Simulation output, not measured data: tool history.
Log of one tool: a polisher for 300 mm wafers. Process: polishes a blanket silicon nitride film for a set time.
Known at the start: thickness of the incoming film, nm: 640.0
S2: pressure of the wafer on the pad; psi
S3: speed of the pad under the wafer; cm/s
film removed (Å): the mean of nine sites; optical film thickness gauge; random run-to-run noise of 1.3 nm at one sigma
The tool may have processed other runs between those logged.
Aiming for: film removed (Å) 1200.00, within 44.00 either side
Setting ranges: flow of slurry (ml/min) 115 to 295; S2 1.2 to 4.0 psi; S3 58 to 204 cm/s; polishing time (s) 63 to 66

Run 1, hour 0.0: flow of slurry (ml/min) 190, S2 2.6 psi, S3 130 cm/s, polishing time (s) 63. Result: film removed (Å) 862.49.
Run 2, hour 6.2: flow of slurry (ml/min) 225, S2 2.6 psi, S3 130 cm/s, polishing time (s) 63. Result: film removed (Å) 891.64.
Run 3, hour 13.0: flow of slurry (ml/min) 250, S2 2.6 psi, S3 130 cm/s, polishing time (s) 63. Result: film removed (Å) 907.97.
Run 4, hour 20.1: flow of slurry (ml/min) 250, S2 2.7 psi, S3 130 cm/s, polishing time (s) 63. Result: film removed (Å) 935.03.
Run 5, hour 27.8: flow of slurry (ml/min) 250, S2 2.8 psi, S3 130 cm/s, polishing time (s) 63. Result: film removed (Å) 950.70.
Run 6, hour 34.1: flow of slurry (ml/min) 250, S2 3.0 psi, S3 130 cm/s, polishing time (s) 63. Result: film removed (Å) 1020.90.
Run 7, hour 36.3: flow of slurry (ml/min) 250, S2 3.0 psi, S3 130 cm/s, polishing time (s) 63. Result: film removed (Å) 1028.20.
Run 8, hour 37.9: flow of slurry (ml/min) 250, S2 3.1 psi, S3 130 cm/s, polishing time (s) 63. Result: film removed (Å) 1039.70.
Run 9, hour 43.6: flow of slurry (ml/min) 250, S2 3.1 psi, S3 130 cm/s, polishing time (s) 63. Result: film removed (Å) 1027.50.
Run 10, hour 50.8: flow of slurry (ml/min) 250, S2 3.2 psi, S3 130 cm/s, polishing time (s) 63. Result: film removed (Å) 1085.60.
Run 11, hour 56.3: flow of slurry (ml/min) 250, S2 3.3 psi, S3 130 cm/s, polishing time (s) 63. Result: film removed (Å) 1112.90.
Run 12, hour 63.0: flow of slurry (ml/min) 250, S2 3.4 psi, S3 130 cm/s, polishing time (s) 63. Result: film removed (Å) 1142.10.

Exactly one of the 5 candidate moves below puts every result within its allowed miss. Which one?
Run A, hour 69.7: flow of slurry (ml/min) 250, S2 3.6 psi, S3 136 cm/s, polishing time (s) 65. Result: film removed (Å) ?.
Run B, hour 69.7: flow of slurry (ml/min) 255, S2 4.0 psi, S3 126 cm/s, polishing time (s) 63. Result: film removed (Å) ?.
Run C, hour 69.7: flow of slurry (ml/min) 290, S2 3.9 psi, S3 114 cm/s, polishing time (s) 63. Result: film removed (Å) ?.
Run D, hour 69.7: flow of slurry (ml/min) 285, S2 3.4 psi, S3 142 cm/s, polishing time (s) 66. Result: film removed (Å) ?.
Run E, hour 69.7: flow of slurry (ml/min) 250, S2 3.4 psi, S3 150 cm/s, polishing time (s) 65. Result: film removed (Å) ?.

move  film removed (Å)
   A           1277.20
   B           1306.70
   C           1226.50
   D           1280.30
   E           1283.50
A: pushes the last run's worst result past its target
B: pushes the last run's worst result past its target
C: all results land within tolerance of their targets
D: pushes the last run's worst result past its target
E: pushes the last run's worst result past its target
Answer: C
